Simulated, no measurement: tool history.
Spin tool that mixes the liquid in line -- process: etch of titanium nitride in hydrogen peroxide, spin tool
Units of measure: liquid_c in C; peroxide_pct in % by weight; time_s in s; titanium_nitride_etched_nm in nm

run,hour,liquid_c,peroxide_pct,time_s,titanium_nitride_etched_nm
1,0.0,58.0,16.5,195,21.374
2,8.6,52.0,16.5,195,13.951
3,13.7,52.0,13.5,195,13.310
4,16.0,52.0,12.0,195,13.064
5,21.8,56.0,12.0,195,17.358
6,23.4,58.5,12.0,195,20.482

Run 7 has not been measured yet. What should we expect?
7,29.1,65.0,12.0,195,?

Run 7 produced titanium_nitride_etched_nm 31.574 nm.
